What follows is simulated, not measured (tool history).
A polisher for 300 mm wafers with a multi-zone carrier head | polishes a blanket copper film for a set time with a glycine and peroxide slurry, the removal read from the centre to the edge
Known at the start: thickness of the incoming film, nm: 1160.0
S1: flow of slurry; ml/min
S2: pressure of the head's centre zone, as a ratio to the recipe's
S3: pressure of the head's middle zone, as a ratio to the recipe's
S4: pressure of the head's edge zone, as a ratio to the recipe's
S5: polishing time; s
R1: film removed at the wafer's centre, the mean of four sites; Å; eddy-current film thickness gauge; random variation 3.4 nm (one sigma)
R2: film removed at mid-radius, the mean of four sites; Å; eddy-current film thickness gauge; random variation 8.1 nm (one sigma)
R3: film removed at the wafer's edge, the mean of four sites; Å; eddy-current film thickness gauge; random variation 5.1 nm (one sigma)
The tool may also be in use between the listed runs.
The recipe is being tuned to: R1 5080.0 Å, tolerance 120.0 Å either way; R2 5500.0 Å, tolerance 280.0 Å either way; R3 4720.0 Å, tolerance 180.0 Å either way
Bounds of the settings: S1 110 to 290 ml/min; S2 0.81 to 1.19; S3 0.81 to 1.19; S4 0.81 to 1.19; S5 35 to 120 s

run	hour	S1	S2	S3	S4	S5	R1	R2	R3
1	0.0	185	1.00	1.00	1.00	77	3644.6	3595.3	3549.3
2	8.6	185	1.00	1.00	1.03	77	3626.0	3470.6	3615.7
3	10.2	200	1.01	1.05	1.02	83	3970.8	4080.0	3898.6
4	11.1	215	1.04	1.09	1.04	86	4219.8	4126.5	4077.7
5	15.6	215	1.04	1.09	1.04	74	3656.8	3633.9	3546.4
6	19.1	215	1.04	1.09	1.10	74	3651.0	3699.2	3602.1
7	27.9	215	1.04	1.12	1.04	83	4131.9	4174.9	3914.3
8	36.4	215	1.03	1.14	1.03	88	4303.7	4524.6	4190.3
9	42.1	215	1.03	1.16	1.00	92	4523.2	4793.5	4262.8
10	46.5	215	1.03	1.16	1.00	92	4532.6	4850.4	4300.0
11	51.7	220	1.03	1.17	0.99	95	4675.0	5138.7	4415.2
12	55.9	230	1.04	1.18	1.00	96	4779.3	5238.6	4561.0
13	56.9	240	1.05	1.18	0.99	97	4837.2	5274.5	4514.1
14	62.8	240	1.05	1.18	0.99	98	4942.5	5297.7	4589.2

Pick the move, out of 4, that brings all results within their allowed miss; only one does.
A	68.7	165	1.06	1.14	0.84	112	?	?	?
B	68.7	270	1.02	1.19	0.98	101	?	?	?
C	68.7	235	1.15	1.19	0.88	100	?	?	?
D	68.7	245	1.04	1.19	0.97	96	?	?	?

move	R1	R2	R3
A	5394.4	5678.7	4738.5
B	5069.0	5623.6	4757.1
C	5315.2	5487.0	4448.9
D	4821.2	5292.3	4467.7
A: moves the result that the last run missed by most past its target, out the other side
B: every result lands within tolerance
C: moves the result that the last run missed by most past its target, out the other side
D: the biggest miss grows against the last run
The move that meets every target is B.

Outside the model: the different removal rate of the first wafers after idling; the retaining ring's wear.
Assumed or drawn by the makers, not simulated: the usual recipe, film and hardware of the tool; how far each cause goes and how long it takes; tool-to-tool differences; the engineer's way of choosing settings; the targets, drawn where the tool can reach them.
